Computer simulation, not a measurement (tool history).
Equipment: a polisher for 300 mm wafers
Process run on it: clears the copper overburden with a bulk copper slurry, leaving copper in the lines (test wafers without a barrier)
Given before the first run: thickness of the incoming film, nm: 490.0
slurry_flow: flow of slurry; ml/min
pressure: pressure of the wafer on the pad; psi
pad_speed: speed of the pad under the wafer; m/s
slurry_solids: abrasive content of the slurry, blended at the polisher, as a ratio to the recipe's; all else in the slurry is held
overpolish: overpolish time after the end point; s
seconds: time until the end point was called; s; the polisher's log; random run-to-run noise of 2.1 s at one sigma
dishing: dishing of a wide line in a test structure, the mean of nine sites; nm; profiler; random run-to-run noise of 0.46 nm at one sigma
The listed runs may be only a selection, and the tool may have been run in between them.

run  hour  slurry_flow  pressure  pad_speed  slurry_solids  overpolish  seconds  dishing
  1     0          140         2       0.84              1          23   96.383   63.995
  2     9          140         2       0.84           1.15          23   94.787   65.113
  3    17          140       2.2       0.84           1.15          23   85.758   69.968
  4  25.2          160       2.2       0.84           1.15          23   86.485   70.641
  5  30.9          160         2       0.84           1.15          19   93.099   59.714
  6  37.8          180         2       0.84           1.15          19   91.694   59.781
  7  44.9          185       1.4       0.86           1.15           8   114.59   24.132
  8  47.6          185       1.5       0.82           1.15          10   113.83   28.847
  9  48.9          185       1.6       0.68           1.15          15   134.62    37.23
 10  53.1          185       1.6        0.7           1.15          15   127.88   37.672
 11  54.9          180       1.6       0.72           1.15          15   129.13   38.358

Forecast run 12:
 12  61.9          180       1.6       0.74           1.15          15        ?        ?

Run 12 came out at seconds 121.7 s, dishing 39.401 nm.
